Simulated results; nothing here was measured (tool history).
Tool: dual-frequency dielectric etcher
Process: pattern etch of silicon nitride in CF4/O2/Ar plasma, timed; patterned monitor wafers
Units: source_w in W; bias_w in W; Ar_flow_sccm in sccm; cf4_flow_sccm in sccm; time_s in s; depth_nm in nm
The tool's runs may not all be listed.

{"run": 1, "day": 0.0, "source_w": 630, "bias_w": 54, "Ar_flow_sccm": 87, "cf4_flow_sccm": 112, "time_s": 592.5, "depth_nm": 1421.8}
{"run": 2, "day": 0.358, "source_w": 630, "bias_w": 54, "Ar_flow_sccm": 87, "cf4_flow_sccm": 104, "time_s": 592.5, "depth_nm": 1414.0}
{"run": 3, "day": 0.446, "source_w": 710, "bias_w": 54, "Ar_flow_sccm": 87, "cf4_flow_sccm": 104, "time_s": 592.5, "depth_nm": 1563.7}
{"run": 4, "day": 0.604, "source_w": 730, "bias_w": 54, "Ar_flow_sccm": 87, "cf4_flow_sccm": 104, "time_s": 592.5, "depth_nm": 1611.8}
{"run": 5, "day": 0.812, "source_w": 630, "bias_w": 54, "Ar_flow_sccm": 87, "cf4_flow_sccm": 104, "time_s": 592.5, "depth_nm": 1410.3}
{"run": 6, "day": 1.179, "source_w": 630, "bias_w": 48, "Ar_flow_sccm": 87, "cf4_flow_sccm": 104, "time_s": 592.5, "depth_nm": 1340.1}

Run 7 comes next. What will it give?
{"run": 7, "day": 1.262, "source_w": 690, "bias_w": 49, "Ar_flow_sccm": 87, "cf4_flow_sccm": 104, "time_s": 592.5, "depth_nm": "?"}

{"run 7": {"depth_nm": 1465.9}}

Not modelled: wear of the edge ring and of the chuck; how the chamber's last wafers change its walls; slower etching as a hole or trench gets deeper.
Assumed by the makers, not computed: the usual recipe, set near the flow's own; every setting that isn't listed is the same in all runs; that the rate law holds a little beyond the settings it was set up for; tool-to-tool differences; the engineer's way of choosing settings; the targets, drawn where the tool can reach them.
